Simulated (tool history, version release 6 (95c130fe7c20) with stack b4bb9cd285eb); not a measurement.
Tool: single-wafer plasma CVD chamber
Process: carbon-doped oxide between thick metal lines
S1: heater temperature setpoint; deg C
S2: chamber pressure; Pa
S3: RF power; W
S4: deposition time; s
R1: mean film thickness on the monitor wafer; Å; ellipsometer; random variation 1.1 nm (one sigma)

{"run": 1, "hour": 0.0, "S1": 365, "S2": 896, "S3": 630, "S4": 62.8, "R1": 3787.1}
{"run": 2, "hour": 7.0, "S1": 365, "S2": 896, "S3": 720, "S4": 62.8, "R1": 4121.9}
{"run": 3, "hour": 12.4, "S1": 365, "S2": 1027, "S3": 720, "S4": 62.8, "R1": 4168.5}
{"run": 4, "hour": 16.6, "S1": 370, "S2": 1027, "S3": 720, "S4": 62.8, "R1": 4143.1}
{"run": 5, "hour": 22.6, "S1": 370, "S2": 1083, "S3": 720, "S4": 62.8, "R1": 4148.3}
{"run": 6, "hour": 30.6, "S1": 370, "S2": 1083, "S3": 760, "S4": 62.8, "R1": 4270.5}
{"run": 7, "hour": 34.1, "S1": 371, "S2": 1064, "S3": 740, "S4": 62.7, "R1": 4197.1}
{"run": 8, "hour": 41.5, "S1": 381, "S2": 908, "S3": 640, "S4": 62, "R1": 3663.1}
{"run": 9, "hour": 43.5, "S1": 381, "S2": 899, "S3": 640, "S4": 62, "R1": 3643.5}
{"run": 10, "hour": 48.1, "S1": 382, "S2": 891, "S3": 640, "S4": 62, "R1": 3672.8}
{"run": 11, "hour": 49.2, "S1": 382, "S2": 891, "S3": 640, "S4": 62, "R1": 3632.7}

Run 12 comes next. What will it give?
{"run": 12, "hour": 54.9, "S1": 382, "S2": 883, "S3": 640, "S4": 62, "R1": "?"}

R1: 3651.6 Å
